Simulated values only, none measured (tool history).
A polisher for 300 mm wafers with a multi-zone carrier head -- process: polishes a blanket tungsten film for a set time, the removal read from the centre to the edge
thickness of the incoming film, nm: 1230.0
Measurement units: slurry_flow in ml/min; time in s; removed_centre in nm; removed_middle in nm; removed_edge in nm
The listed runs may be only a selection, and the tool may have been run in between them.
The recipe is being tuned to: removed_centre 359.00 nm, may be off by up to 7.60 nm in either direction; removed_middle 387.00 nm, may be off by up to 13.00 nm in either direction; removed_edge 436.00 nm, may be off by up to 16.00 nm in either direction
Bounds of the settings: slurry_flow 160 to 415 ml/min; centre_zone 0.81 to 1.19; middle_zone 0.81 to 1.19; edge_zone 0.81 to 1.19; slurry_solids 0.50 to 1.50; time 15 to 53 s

{"run": 1, "hour": 0.0, "slurry_flow": 265, "centre_zone": 1.0, "middle_zone": 1.0, "edge_zone": 1.0, "slurry_solids": 1.0, "time": 34, "removed_centre": 314.11, "removed_middle": 298.74, "removed_edge": 318.01}
{"run": 2, "hour": 1.4, "slurry_flow": 265, "centre_zone": 1.0, "middle_zone": 1.04, "edge_zone": 1.0, "slurry_solids": 1.0, "time": 34, "removed_centre": 311.8, "removed_middle": 312.6, "removed_edge": 313.73}
{"run": 3, "hour": 9.2, "slurry_flow": 270, "centre_zone": 0.98, "middle_zone": 1.04, "edge_zone": 1.05, "slurry_solids": 1.15, "time": 35, "removed_centre": 333.39, "removed_middle": 341.23, "removed_edge": 350.06}
{"run": 4, "hour": 15.0, "slurry_flow": 270, "centre_zone": 0.98, "middle_zone": 1.04, "edge_zone": 1.05, "slurry_solids": 1.25, "time": 35, "removed_centre": 341.19, "removed_middle": 350.81, "removed_edge": 348.59}
{"run": 5, "hour": 20.7, "slurry_flow": 270, "centre_zone": 0.98, "middle_zone": 1.04, "edge_zone": 1.05, "slurry_solids": 1.25, "time": 43, "removed_centre": 423.11, "removed_middle": 430.33, "removed_edge": 438.19}
{"run": 6, "hour": 29.4, "slurry_flow": 270, "centre_zone": 0.98, "middle_zone": 1.04, "edge_zone": 1.1, "slurry_solids": 1.25, "time": 43, "removed_centre": 421.97, "removed_middle": 428.55, "removed_edge": 449.89}
{"run": 7, "hour": 35.4, "slurry_flow": 255, "centre_zone": 0.95, "middle_zone": 1.02, "edge_zone": 1.1, "slurry_solids": 1.25, "time": 43, "removed_centre": 404.73, "removed_middle": 418.3, "removed_edge": 447.62}
{"run": 8, "hour": 36.0, "slurry_flow": 240, "centre_zone": 0.93, "middle_zone": 1.01, "edge_zone": 1.1, "slurry_solids": 1.25, "time": 43, "removed_centre": 394.49, "removed_middle": 415.93, "removed_edge": 437.3}
{"run": 9, "hour": 37.8, "slurry_flow": 230, "centre_zone": 0.91, "middle_zone": 0.99, "edge_zone": 1.12, "slurry_solids": 1.25, "time": 43, "removed_centre": 384.61, "removed_middle": 409.95, "removed_edge": 446.96}
{"run": 10, "hour": 40.1, "slurry_flow": 220, "centre_zone": 0.9, "middle_zone": 0.98, "edge_zone": 1.12, "slurry_solids": 1.25, "time": 43, "removed_centre": 372.22, "removed_middle": 404.44, "removed_edge": 440.36}
{"run": 11, "hour": 43.8, "slurry_flow": 210, "centre_zone": 0.9, "middle_zone": 0.97, "edge_zone": 1.12, "slurry_solids": 1.25, "time": 43, "removed_centre": 374.26, "removed_middle": 395.55, "removed_edge": 442.77}
{"run": 12, "hour": 50.8, "slurry_flow": 205, "centre_zone": 0.89, "middle_zone": 0.97, "edge_zone": 1.12, "slurry_solids": 1.25, "time": 43, "removed_centre": 363.48, "removed_middle": 393.9, "removed_edge": 433.95}

5 candidate next runs follow, results not yet known. Just one meets every target within its allowed miss. Identify it.
{"run": "A", "hour": 57.8, "slurry_flow": 175, "centre_zone": 0.92, "middle_zone": 1.01, "edge_zone": 1.1, "slurry_solids": 1.3, "time": 43, "removed_centre": "?", "removed_middle": "?", "removed_edge": "?"}
{"run": "B", "hour": 57.8, "slurry_flow": 185, "centre_zone": 0.92, "middle_zone": 1.02, "edge_zone": 1.12, "slurry_solids": 1.5, "time": 41, "removed_centre": "?", "removed_middle": "?", "removed_edge": "?"}
{"run": "C", "hour": 57.8, "slurry_flow": 220, "centre_zone": 0.85, "middle_zone": 1.01, "edge_zone": 1.05, "slurry_solids": 1.2, "time": 44, "removed_centre": "?", "removed_middle": "?", "removed_edge": "?"}
{"run": "D", "hour": 57.8, "slurry_flow": 200, "centre_zone": 0.88, "middle_zone": 0.96, "edge_zone": 1.11, "slurry_solids": 1.45, "time": 41, "removed_centre": "?", "removed_middle": "?", "removed_edge": "?"}
{"run": "E", "hour": 57.8, "slurry_flow": 180, "centre_zone": 0.87, "middle_zone": 1.0, "edge_zone": 1.11, "slurry_solids": 1.35, "time": 43, "removed_centre": "?", "removed_middle": "?", "removed_edge": "?"}

move=A removed_centre=375.66 removed_middle=402.24 removed_edge=439.34
move=B removed_centre=378.66 removed_middle=408.20 removed_edge=445.42
move=C removed_centre=357.82 removed_middle=413.58 removed_edge=437.57
move=D removed_centre=362.33 removed_middle=389.04 removed_edge=442.40
move=E removed_centre=361.15 removed_middle=405.81 removed_edge=448.27
A: further off than the last run
B: further off than the last run
C: meets the target for the result that was furthest off, but another lies outside its allowed miss
D: all results land within tolerance of their targets
E: meets the target for the result that was furthest off, but another lies outside its allowed miss
The move that meets every target is D.
